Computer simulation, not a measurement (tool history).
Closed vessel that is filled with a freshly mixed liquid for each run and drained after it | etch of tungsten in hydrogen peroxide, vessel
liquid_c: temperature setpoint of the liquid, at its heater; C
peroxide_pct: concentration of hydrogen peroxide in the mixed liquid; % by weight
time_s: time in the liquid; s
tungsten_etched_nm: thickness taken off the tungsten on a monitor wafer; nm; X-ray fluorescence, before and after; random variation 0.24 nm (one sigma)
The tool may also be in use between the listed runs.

| run | hour | liquid_c | peroxide_pct | time_s | tungsten_etched_nm |
|---|---|---|---|---|---|
| 1 | 0 | 56 | 22 | 30 | 56.032 |
| 2 | 8.3 | 62.5 | 22 | 30 | 81.867 |
| 3 | 10.4 | 61 | 22 | 30 | 75.178 |
| 4 | 16.4 | 60 | 22 | 30 | 71.74 |
| 5 | 22.3 | 60 | 19 | 30 | 65.968 |
| 6 | 25.8 | 60 | 19 | 30 | 66.297 |
| 7 | 32.1 | 59 | 19 | 30 | 62.095 |
| 8 | 36.6 | 58 | 19 | 30 | 59.03 |
| 9 | 40.7 | 57.5 | 19 | 30 | 57.083 |
| 10 | 47.6 | 57 | 19 | 30 | 55.578 |

Run 11 comes next. What will it give?
| 11 | 54.5 | 57 | 19 | 30 | ? |

{"run 11": {"tungsten_etched_nm": 55.045}}
